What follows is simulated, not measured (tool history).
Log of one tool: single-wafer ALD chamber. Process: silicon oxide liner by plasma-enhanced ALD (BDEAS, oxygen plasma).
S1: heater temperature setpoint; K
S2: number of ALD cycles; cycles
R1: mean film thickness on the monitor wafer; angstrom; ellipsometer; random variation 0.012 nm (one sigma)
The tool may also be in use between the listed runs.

run  hour      S1  S2      R1
  1   0.0  583.15  52  48.628
  2   6.3  583.15  58  53.994
  3   8.7  583.15  55  50.896
  4  15.4  584.15  49  45.281
  5  20.3  585.15  46  42.577
  6  25.3  590.15  46  42.233

Estimate the outcome of run 7 from the log above:
  7  27.7  591.15  44   ?

{"run 7": {"R1": 40.485}}
